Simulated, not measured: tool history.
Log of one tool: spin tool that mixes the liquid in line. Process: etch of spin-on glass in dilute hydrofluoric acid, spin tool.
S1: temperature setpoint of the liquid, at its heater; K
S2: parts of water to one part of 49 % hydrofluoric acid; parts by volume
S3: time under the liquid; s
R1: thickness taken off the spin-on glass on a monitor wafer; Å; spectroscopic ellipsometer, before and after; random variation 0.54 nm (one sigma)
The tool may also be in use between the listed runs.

Run 1, day 0.000: S1 295.15 K, S2 285 parts by volume, S3 255 s. Result: R1 213.02 Å.
Run 2, day 0.233: S1 297.15 K, S2 285 parts by volume, S3 255 s. Result: R1 229.79 Å.
Run 3, day 0.517: S1 297.15 K, S2 285 parts by volume, S3 255 s. Result: R1 232.57 Å.
Run 4, day 0.600: S1 297.15 K, S2 285 parts by volume, S3 280 s. Result: R1 251.70 Å.
Run 5, day 0.775: S1 297.15 K, S2 375 parts by volume, S3 280 s. Result: R1 175.94 Å.
Run 6, day 1.042: S1 297.15 K, S2 450 parts by volume, S3 280 s. Result: R1 137.97 Å.
Run 7, day 1.092: S1 298.15 K, S2 400 parts by volume, S3 280 s. Result: R1 165.96 Å.
Run 8, day 1.121: S1 302.15 K, S2 290 parts by volume, S3 280 s. Result: R1 292.23 Å.
Run 9, day 1.246: S1 302.15 K, S2 290 parts by volume, S3 280 s. Result: R1 292.40 Å.

Forecast run 10:
Run 10, day 1.504: S1 303.15 K, S2 180 parts by volume, S3 280 s. Result: R1 ?.

R1: 557.68 Å
